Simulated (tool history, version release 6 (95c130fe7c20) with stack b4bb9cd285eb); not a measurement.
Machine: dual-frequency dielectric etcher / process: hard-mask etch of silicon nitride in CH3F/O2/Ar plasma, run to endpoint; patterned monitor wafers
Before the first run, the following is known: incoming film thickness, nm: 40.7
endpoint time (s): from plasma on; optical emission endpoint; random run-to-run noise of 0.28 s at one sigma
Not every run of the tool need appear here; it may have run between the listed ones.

{"run": 1, "hour": 0.0, "source power (kW)": 0.47, "bias power (kW)": 0.081, "endpoint time (s)": 52.693}
{"run": 2, "hour": 6.9, "source power (kW)": 0.51, "bias power (kW)": 0.083, "endpoint time (s)": 50.138}
{"run": 3, "hour": 9.9, "source power (kW)": 0.51, "bias power (kW)": 0.072, "endpoint time (s)": 53.191}
{"run": 4, "hour": 14.7, "source power (kW)": 0.45, "bias power (kW)": 0.072, "endpoint time (s)": 55.524}
{"run": 5, "hour": 20.2, "source power (kW)": 0.45, "bias power (kW)": 0.064, "endpoint time (s)": 57.295}
{"run": 6, "hour": 25.6, "source power (kW)": 0.5, "bias power (kW)": 0.07, "endpoint time (s)": 53.744}
{"run": 7, "hour": 27.3, "source power (kW)": 0.54, "bias power (kW)": 0.074, "endpoint time (s)": 52.193}
{"run": 8, "hour": 29.2, "source power (kW)": 0.57, "bias power (kW)": 0.08, "endpoint time (s)": 49.82}
{"run": 9, "hour": 35.7, "source power (kW)": 0.59, "bias power (kW)": 0.084, "endpoint time (s)": 47.657}
{"run": 10, "hour": 41.5, "source power (kW)": 0.6, "bias power (kW)": 0.085, "endpoint time (s)": 47.77}

What does the tool deliver on the next run?
{"run": 11, "hour": 43.8, "source power (kW)": 0.6, "bias power (kW)": 0.085, "endpoint time (s)": "?"}

endpoint time (s): 47.768

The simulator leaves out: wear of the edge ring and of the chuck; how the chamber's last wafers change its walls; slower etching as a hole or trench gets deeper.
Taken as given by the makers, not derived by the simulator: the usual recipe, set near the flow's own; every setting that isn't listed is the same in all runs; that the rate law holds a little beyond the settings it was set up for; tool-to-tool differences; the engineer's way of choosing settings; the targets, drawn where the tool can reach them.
